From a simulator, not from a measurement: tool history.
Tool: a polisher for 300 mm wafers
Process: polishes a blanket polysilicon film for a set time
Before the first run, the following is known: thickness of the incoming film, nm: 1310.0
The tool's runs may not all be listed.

| run | hour | flow of slurry (ml/min) | pressure of the wafer on the pad (psi) | speed of the pad under the wafer (cm/s) | polishing time (s) | film removed (angstrom) |
|---|---|---|---|---|---|---|
| 1 | 0.0 | 260 | 3.1 | 104 | 67 | 5513.8 |
| 2 | 8.1 | 260 | 3.7 | 108 | 67 | 6692.1 |
| 3 | 15.2 | 310 | 3.7 | 108 | 67 | 6815.8 |
| 4 | 18.8 | 310 | 3.7 | 84 | 67 | 5618.0 |
| 5 | 25.3 | 310 | 4.1 | 96 | 67 | 6908.1 |
| 6 | 26.0 | 310 | 4.4 | 104 | 67 | 7845.2 |

What will run 7 give?
| 7 | 33.4 | 310 | 4.6 | 112 | 67 | ? |

{"run 7": {"film removed (angstrom)": 8625.7}}

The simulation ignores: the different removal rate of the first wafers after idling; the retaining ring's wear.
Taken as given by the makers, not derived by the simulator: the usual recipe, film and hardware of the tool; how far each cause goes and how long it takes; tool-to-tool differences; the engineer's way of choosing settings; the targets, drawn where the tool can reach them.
